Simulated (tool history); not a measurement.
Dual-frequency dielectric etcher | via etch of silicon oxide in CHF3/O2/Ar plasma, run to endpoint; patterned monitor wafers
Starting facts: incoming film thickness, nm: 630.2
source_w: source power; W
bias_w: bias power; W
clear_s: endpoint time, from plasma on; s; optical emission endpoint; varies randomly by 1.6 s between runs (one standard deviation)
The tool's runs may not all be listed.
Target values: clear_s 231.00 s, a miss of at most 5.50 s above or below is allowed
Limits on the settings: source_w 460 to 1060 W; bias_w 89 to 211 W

run	day	source_w	bias_w	clear_s
1	0.000	760	150	290.11
2	0.288	840	161	269.51
3	0.429	900	166	262.95
4	0.488	940	175	250.42
5	0.612	940	149	267.16
6	0.704	970	160	256.44
7	0.867	1000	168	249.22
8	0.946	1020	174	243.99
9	1.138	1030	179	242.57

Next run, 5 choices. One meets every target within its allowed miss, the rest don't. Which?
A	1.329	1020	203	?
B	1.329	960	160	?
C	1.329	880	168	?
D	1.329	980	142	?
E	1.329	790	211	?

move	clear_s
A	231.19
B	256.28
C	260.93
D	264.19
E	251.73
A: every result lands within tolerance
B: misses by more than the last run did
C: misses by more than the last run did
D: misses by more than the last run did
E: misses by more than the last run did
Go with A: it meets all targets.
